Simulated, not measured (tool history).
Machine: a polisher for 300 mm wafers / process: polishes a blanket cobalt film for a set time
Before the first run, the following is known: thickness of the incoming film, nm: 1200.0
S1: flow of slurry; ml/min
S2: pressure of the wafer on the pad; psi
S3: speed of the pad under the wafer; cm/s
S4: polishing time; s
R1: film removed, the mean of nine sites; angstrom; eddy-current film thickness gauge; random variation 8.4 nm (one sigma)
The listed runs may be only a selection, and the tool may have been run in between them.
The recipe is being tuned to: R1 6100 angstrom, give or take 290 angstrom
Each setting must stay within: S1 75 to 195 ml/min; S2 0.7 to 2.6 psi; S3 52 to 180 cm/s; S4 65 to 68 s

run	hour	S1	S2	S3	S4	R1
1	0	125	1.6	116	65	3610.1
2	1.5	150	1.6	116	65	3771.5
3	8.4	150	1.5	116	65	3486.1
4	9.6	150	1.5	116	68	3704.4
5	10.9	125	1.5	116	68	3570.1
6	13.4	125	1.5	116	68	3476.2
7	16.2	135	1.7	116	68	4078.6
8	18.9	155	2.2	118	68	5575.9
9	26	160	2.3	118	68	5693

Which of these 4 next moves meets every target?
A	33.1	145	2.3	132	68	?
B	33.1	180	2.6	140	66	?
C	33.1	150	2.4	144	68	?
D	33.1	195	2.4	98	68	?

move	R1
A	6092.5
B	7147.4
C	6751.8
D	5550.9
A: each result inside its tolerance
B: moves the result that the last run missed by most past its target, out the other side
C: moves the result that the last run missed by most past its target, out the other side
D: further off than the last run
A meets every target.
